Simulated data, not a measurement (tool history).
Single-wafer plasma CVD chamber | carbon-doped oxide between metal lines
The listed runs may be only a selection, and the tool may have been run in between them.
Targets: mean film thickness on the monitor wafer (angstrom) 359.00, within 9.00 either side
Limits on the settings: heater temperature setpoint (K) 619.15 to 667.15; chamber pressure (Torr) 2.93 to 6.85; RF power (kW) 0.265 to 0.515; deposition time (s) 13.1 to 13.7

run,hour,heater temperature setpoint (K),chamber pressure (Torr),RF power (kW),deposition time (s),mean film thickness on the monitor wafer (angstrom)
1,0.0,643.15,4.89,0.390,13.7,529.30
2,6.0,643.15,4.89,0.390,13.1,503.38
3,9.0,643.15,4.89,0.390,13.7,529.24
4,14.7,643.15,4.89,0.390,13.7,530.48
5,17.7,648.15,4.46,0.360,13.6,472.23
6,19.0,648.15,4.46,0.395,13.6,516.87
7,20.1,649.15,4.29,0.365,13.5,472.96
8,26.8,650.15,4.11,0.345,13.4,436.09
9,27.9,656.15,3.13,0.290,13.3,343.67

Which single option among these 5 for the next run brings every result within its allowed miss of target? Just one does.
A,29.0,652.15,3.45,0.310,13.7,?
B,29.0,657.15,3.07,0.295,13.7,?
C,29.0,649.15,2.93,0.315,13.1,?
D,29.0,655.15,2.93,0.285,13.1,?
E,29.0,659.15,2.93,0.280,13.1,?

move,mean film thickness on the monitor wafer (angstrom)
A,388.81
B,360.72
C,375.68
D,331.60
E,322.57
A: the result that was furthest off in the last run now lies on the other side of its target
B: all results land within tolerance of their targets
C: the result that was furthest off in the last run now lies on the other side of its target
D: its largest miss is bigger than the last run's
E: its largest miss is bigger than the last run's
B meets every target.

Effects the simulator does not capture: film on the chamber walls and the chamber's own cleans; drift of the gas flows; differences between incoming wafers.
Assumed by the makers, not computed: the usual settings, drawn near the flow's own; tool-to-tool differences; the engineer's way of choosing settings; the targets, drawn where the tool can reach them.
